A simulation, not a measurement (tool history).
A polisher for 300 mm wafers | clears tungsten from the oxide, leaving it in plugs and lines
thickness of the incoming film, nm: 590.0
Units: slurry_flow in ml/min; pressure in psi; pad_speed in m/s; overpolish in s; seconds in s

Run 1, hour 0.0: slurry_flow 175 ml/min, pressure 4.5 psi, pad_speed 1.32 m/s, slurry_solids 1.0, overpolish 17 s. Result: seconds 77.146 s.
Run 2, hour 4.1: slurry_flow 170 ml/min, pressure 4.3 psi, pad_speed 1.32 m/s, slurry_solids 1.0, overpolish 17 s. Result: seconds 78.139 s.
Run 3, hour 6.5: slurry_flow 170 ml/min, pressure 4.1 psi, pad_speed 1.32 m/s, slurry_solids 1.0, overpolish 17 s. Result: seconds 84.150 s.
Run 4, hour 12.1: slurry_flow 170 ml/min, pressure 4.1 psi, pad_speed 1.32 m/s, slurry_solids 0.9, overpolish 17 s. Result: seconds 84.736 s.
Run 5, hour 12.8: slurry_flow 170 ml/min, pressure 4.1 psi, pad_speed 1.32 m/s, slurry_solids 0.9, overpolish 14 s. Result: seconds 86.843 s.
Run 6, hour 20.1: slurry_flow 170 ml/min, pressure 4.1 psi, pad_speed 1.32 m/s, slurry_solids 0.9, overpolish 17 s. Result: seconds 85.580 s.

Forecast run 7:
Run 7, hour 23.8: slurry_flow 170 ml/min, pressure 4.0 psi, pad_speed 1.32 m/s, slurry_solids 0.9, overpolish 17 s. Result: seconds ?.

{"run 7": {"seconds": 88.207}}
